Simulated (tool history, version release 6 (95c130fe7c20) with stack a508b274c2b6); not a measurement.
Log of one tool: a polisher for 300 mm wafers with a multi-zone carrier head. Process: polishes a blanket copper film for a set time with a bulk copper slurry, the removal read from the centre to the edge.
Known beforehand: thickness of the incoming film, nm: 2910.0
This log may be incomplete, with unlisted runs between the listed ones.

| run | hour | flow of slurry (ml/min) | pressure of the head's centre zone | pressure of the head's middle zone | pressure of the head's edge zone | abrasive content of the slurry | polishing time (s) | film removed at the wafer's centre (Å) | film removed at mid-radius (Å) | film removed at the wafer's edge (Å) |
|---|---|---|---|---|---|---|---|---|---|---|
| 1 | 0.0 | 215 | 1.00 | 1.00 | 1.00 | 1.00 | 54 | 3803.6 | 3748.2 | 3660.5 |
| 2 | 3.1 | 215 | 1.00 | 1.00 | 1.05 | 1.00 | 54 | 3793.8 | 3701.4 | 3812.4 |
| 3 | 5.4 | 215 | 1.00 | 1.00 | 1.02 | 1.00 | 54 | 3747.7 | 3724.0 | 3789.1 |
| 4 | 10.3 | 160 | 1.00 | 1.00 | 1.02 | 1.00 | 54 | 3543.5 | 3574.0 | 3649.2 |
| 5 | 15.5 | 160 | 1.00 | 0.95 | 1.02 | 1.00 | 54 | 3564.3 | 3433.4 | 3644.8 |
| 6 | 20.3 | 160 | 0.99 | 0.94 | 1.01 | 0.95 | 54 | 3455.2 | 3344.4 | 3668.1 |
| 7 | 25.7 | 165 | 0.99 | 0.94 | 0.99 | 0.90 | 53 | 3412.6 | 3247.6 | 3430.9 |
| 8 | 31.4 | 160 | 0.98 | 0.93 | 0.97 | 0.85 | 53 | 3311.5 | 3173.9 | 3290.0 |
| 9 | 38.4 | 160 | 0.98 | 0.93 | 0.97 | 0.85 | 53 | 3222.8 | 3115.9 | 3368.1 |
| 10 | 43.1 | 160 | 0.98 | 0.92 | 0.95 | 0.85 | 53 | 3300.7 | 3154.2 | 3346.8 |
| 11 | 47.8 | 160 | 0.97 | 0.91 | 0.94 | 0.80 | 53 | 3166.3 | 3053.8 | 3235.2 |

Run 12, settings as shown, results not yet in. Your forecast:
| 12 | 55.2 | 160 | 0.97 | 0.90 | 0.93 | 0.80 | 53 | ? | ? | ? |

Run 12 gave film removed at the wafer's centre (Å) 3254.6, film removed at mid-radius (Å) 3025.4, film removed at the wafer's edge (Å) 3224.9.
